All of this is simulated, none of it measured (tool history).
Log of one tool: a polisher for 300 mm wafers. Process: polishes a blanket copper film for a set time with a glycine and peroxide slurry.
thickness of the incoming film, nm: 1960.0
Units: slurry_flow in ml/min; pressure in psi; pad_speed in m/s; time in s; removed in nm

run	hour	slurry_flow	pressure	pad_speed	time	removed
1	0.0	230	3.3	0.90	95	481.85
2	1.1	230	3.3	0.90	100	503.88
3	10.0	230	3.3	0.90	95	478.88
4	17.6	270	3.3	0.90	95	485.54
5	21.4	270	3.2	0.90	95	470.65
6	27.9	270	3.1	0.90	95	460.09

The next listed run, before its measurement:
7	30.9	270	3.0	0.90	95	?

removed: 448.20 nm

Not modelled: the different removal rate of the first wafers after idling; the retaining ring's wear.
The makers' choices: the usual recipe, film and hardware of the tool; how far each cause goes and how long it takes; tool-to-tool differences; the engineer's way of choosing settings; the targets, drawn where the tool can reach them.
